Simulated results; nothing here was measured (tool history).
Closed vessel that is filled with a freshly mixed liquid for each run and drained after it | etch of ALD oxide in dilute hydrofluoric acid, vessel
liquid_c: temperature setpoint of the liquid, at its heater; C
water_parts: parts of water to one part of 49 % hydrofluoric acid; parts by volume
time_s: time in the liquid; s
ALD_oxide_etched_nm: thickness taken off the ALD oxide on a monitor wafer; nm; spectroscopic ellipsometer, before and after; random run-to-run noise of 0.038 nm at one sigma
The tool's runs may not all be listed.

{"run": 1, "day": 0.0, "liquid_c": 23.0, "water_parts": 190, "time_s": 235, "ALD_oxide_etched_nm": 19.543}
{"run": 2, "day": 0.192, "liquid_c": 21.5, "water_parts": 205, "time_s": 235, "ALD_oxide_etched_nm": 16.864}
{"run": 3, "day": 0.329, "liquid_c": 21.5, "water_parts": 245, "time_s": 235, "ALD_oxide_etched_nm": 13.482}
{"run": 4, "day": 0.396, "liquid_c": 20.5, "water_parts": 245, "time_s": 235, "ALD_oxide_etched_nm": 13.046}
{"run": 5, "day": 0.671, "liquid_c": 22.0, "water_parts": 245, "time_s": 235, "ALD_oxide_etched_nm": 13.777}
{"run": 6, "day": 0.817, "liquid_c": 18.5, "water_parts": 245, "time_s": 235, "ALD_oxide_etched_nm": 12.126}
{"run": 7, "day": 0.904, "liquid_c": 18.0, "water_parts": 245, "time_s": 235, "ALD_oxide_etched_nm": 11.913}

The next listed run, before its measurement:
{"run": 8, "day": 1.229, "liquid_c": 17.5, "water_parts": 250, "time_s": 235, "ALD_oxide_etched_nm": "?"}

Run 8 yielded ALD_oxide_etched_nm 11.331 nm.

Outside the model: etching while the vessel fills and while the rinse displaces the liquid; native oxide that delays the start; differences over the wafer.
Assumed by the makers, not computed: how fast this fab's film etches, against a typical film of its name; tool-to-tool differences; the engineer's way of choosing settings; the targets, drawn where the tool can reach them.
